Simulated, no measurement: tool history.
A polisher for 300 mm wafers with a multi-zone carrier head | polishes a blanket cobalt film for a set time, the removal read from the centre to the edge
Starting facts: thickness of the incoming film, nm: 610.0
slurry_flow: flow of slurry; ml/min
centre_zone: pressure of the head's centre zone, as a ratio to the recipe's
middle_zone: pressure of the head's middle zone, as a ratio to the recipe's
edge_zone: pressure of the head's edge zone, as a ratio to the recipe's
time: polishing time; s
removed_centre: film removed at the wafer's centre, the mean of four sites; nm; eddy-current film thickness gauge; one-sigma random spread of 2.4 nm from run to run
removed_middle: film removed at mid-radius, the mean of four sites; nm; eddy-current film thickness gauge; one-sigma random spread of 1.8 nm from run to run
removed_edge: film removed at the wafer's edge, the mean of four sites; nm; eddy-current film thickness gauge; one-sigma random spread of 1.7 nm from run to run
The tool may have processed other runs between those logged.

| run | hour | slurry_flow | centre_zone | middle_zone | edge_zone | time | removed_centre | removed_middle | removed_edge |
|---|---|---|---|---|---|---|---|---|---|
| 1 | 0 | 130 | 1 | 1 | 1 | 32 | 140.77 | 142.2 | 146.55 |
| 2 | 3.4 | 140 | 1.03 | 1.01 | 1.03 | 34 | 156.64 | 154.13 | 156.53 |
| 3 | 6.8 | 140 | 1.03 | 1.01 | 0.96 | 34 | 157.62 | 151.74 | 153.55 |
| 4 | 9.5 | 145 | 1.04 | 1.01 | 0.99 | 36 | 169.32 | 162.53 | 164.37 |
| 5 | 16.6 | 145 | 1.04 | 1.01 | 0.92 | 36 | 168.81 | 163.5 | 160.49 |
| 6 | 24.7 | 145 | 1.04 | 1.01 | 0.92 | 30 | 141.35 | 137.25 | 133.37 |
| 7 | 32.1 | 145 | 1.05 | 1.01 | 0.95 | 33 | 156.72 | 150.2 | 149.13 |
| 8 | 38.7 | 145 | 1.06 | 1.02 | 0.98 | 35 | 168.45 | 159.78 | 158.1 |
| 9 | 41 | 150 | 1.06 | 1.02 | 1 | 37 | 179.07 | 171.84 | 171.3 |
| 10 | 46.2 | 155 | 1.07 | 1.02 | 1.03 | 38 | 183.23 | 176.57 | 177.35 |

Run 11, settings as shown, results not yet in. Your forecast:
| 11 | 49 | 155 | 1.08 | 1.02 | 1.04 | 39 | ? | ? | ? |

removed_centre: 194.59 nm
removed_middle: 183.46 nm
removed_edge: 183.88 nm

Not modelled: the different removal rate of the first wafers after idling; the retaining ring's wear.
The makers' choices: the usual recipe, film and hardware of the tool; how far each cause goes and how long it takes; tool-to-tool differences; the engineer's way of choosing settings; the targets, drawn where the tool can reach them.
